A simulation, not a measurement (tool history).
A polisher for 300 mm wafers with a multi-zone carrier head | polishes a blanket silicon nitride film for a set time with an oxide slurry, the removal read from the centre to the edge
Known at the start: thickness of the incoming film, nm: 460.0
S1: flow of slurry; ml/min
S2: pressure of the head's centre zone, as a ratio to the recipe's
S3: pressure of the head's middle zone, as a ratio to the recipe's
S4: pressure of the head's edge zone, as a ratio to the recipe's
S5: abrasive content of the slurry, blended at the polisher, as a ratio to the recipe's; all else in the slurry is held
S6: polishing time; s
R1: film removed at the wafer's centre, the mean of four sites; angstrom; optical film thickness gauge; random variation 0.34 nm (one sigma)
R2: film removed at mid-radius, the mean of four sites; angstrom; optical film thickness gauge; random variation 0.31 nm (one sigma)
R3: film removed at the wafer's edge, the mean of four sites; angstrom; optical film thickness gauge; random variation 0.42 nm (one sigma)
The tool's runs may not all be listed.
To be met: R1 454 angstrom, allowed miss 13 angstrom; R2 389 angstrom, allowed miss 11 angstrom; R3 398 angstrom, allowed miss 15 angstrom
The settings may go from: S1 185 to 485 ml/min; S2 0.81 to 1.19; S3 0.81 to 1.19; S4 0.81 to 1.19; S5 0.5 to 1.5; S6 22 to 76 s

run 1 hour=0 | S1=310 S2=1 S3=1 S4=1 S5=1 S6=49 | R1=307.98 R2=313.45 R3=309.72
run 2 hour=1.6 | S1=310 S2=1.06 S3=1 S4=1 S5=1 S6=49 | R1=331.25 R2=311.79 R3=302.92
run 3 hour=4.3 | S1=310 S2=1.06 S3=1 S4=1 S5=1.15 S6=49 | R1=344.61 R2=326.39 R3=323.94
run 4 hour=10.9 | S1=310 S2=1.06 S3=1 S4=1 S5=1.3 S6=49 | R1=363.77 R2=344.32 R3=338.08
run 5 hour=15.4 | S1=320 S2=1.08 S3=1.01 S4=1.03 S5=1.35 S6=49 | R1=374.5 R2=344.46 R3=341.78
run 6 hour=16.8 | S1=320 S2=1.09 S3=1.01 S4=1.03 S5=1.4 S6=50 | R1=390.09 R2=364.24 R3=354.43
run 7 hour=24.9 | S1=320 S2=1.1 S3=1 S4=1.04 S5=1.4 S6=51 | R1=396.7 R2=367.07 R3=369
run 8 hour=29.3 | S1=325 S2=1.12 S3=1 S4=1.04 S5=1.4 S6=51 | R1=414.63 R2=363.65 R3=364.52
run 9 hour=33.5 | S1=325 S2=1.12 S3=1 S4=1.04 S5=1.4 S6=51 | R1=411.1 R2=367.54 R3=366.11
run 10 hour=39 | S1=330 S2=1.13 S3=1 S4=1.05 S5=1.4 S6=51 | R1=414.69 R2=369.78 R3=371.98
run 11 hour=41 | S1=340 S2=1.14 S3=1 S4=1.06 S5=1.4 S6=51 | R1=414.27 R2=367.99 R3=366.73
run 12 hour=47.9 | S1=340 S2=1.15 S3=1 S4=1.06 S5=1.4 S6=51 | R1=429.22 R2=371.69 R3=371.18
run 13 hour=50.7 | S1=350 S2=1.15 S3=1 S4=1.07 S5=1.4 S6=51 | R1=426.44 R2=370.41 R3=364.94
run 14 hour=56.3 | S1=340 S2=1.15 S3=1 S4=1.07 S5=1.4 S6=51 | R1=423.68 R2=368.26 R3=375.94
run 15 hour=63.7 | S1=345 S2=1.16 S3=1.01 S4=1.08 S5=1.4 S6=51 | R1=426.32 R2=369.67 R3=375.71
run 16 hour=70.8 | S1=350 S2=1.17 S3=1.01 S4=1.09 S5=1.4 S6=51 | R1=428.56 R2=373.42 R3=371.05
run 17 hour=72.3 | S1=350 S2=1.17 S3=1.01 S4=1.1 S5=1.4 S6=51 | R1=433.27 R2=372.69 R3=377.19
run 18 hour=72.9 | S1=350 S2=1.17 S3=1.01 S4=1.11 S5=1.4 S6=51 | R1=430.87 R2=373.91 R3=382.49
run 19 hour=74.1 | S1=355 S2=1.17 S3=1.01 S4=1.11 S5=1.4 S6=51 | R1=427.47 R2=378.78 R3=375.78
run 20 hour=77.8 | S1=350 S2=1.17 S3=1.01 S4=1.11 S5=1.4 S6=51 | R1=431.85 R2=371.59 R3=371.76

Which of these 4 next moves meets every target?
run A hour=81.5 | S1=270 S2=1.15 S3=0.98 S4=1.06 S5=1.5 S6=55 | R1=? R2=? R3=?
run B hour=81.5 | S1=345 S2=1.19 S3=0.95 S4=1.12 S5=1.5 S6=50 | R1=? R2=? R3=?
run C hour=81.5 | S1=420 S2=1.19 S3=1.13 S4=1.05 S5=1.3 S6=48 | R1=? R2=? R3=?
run D hour=81.5 | S1=270 S2=1.03 S3=0.93 S4=1.19 S5=1.25 S6=57 | R1=? R2=? R3=?

move=A R1=461.01 R2=389.42 R3=405.49
move=B R1=445.83 R2=353.53 R3=384.78
move=C R1=416.1 R2=381.27 R3=346.33
move=D R1=402.56 R2=363.94 R3=416.38
A: meets every target
B: brings the result that was furthest off to its target, and leaves another outside
C: further off than the last run
D: takes the result that was furthest off past its target
Move A is the one to make.

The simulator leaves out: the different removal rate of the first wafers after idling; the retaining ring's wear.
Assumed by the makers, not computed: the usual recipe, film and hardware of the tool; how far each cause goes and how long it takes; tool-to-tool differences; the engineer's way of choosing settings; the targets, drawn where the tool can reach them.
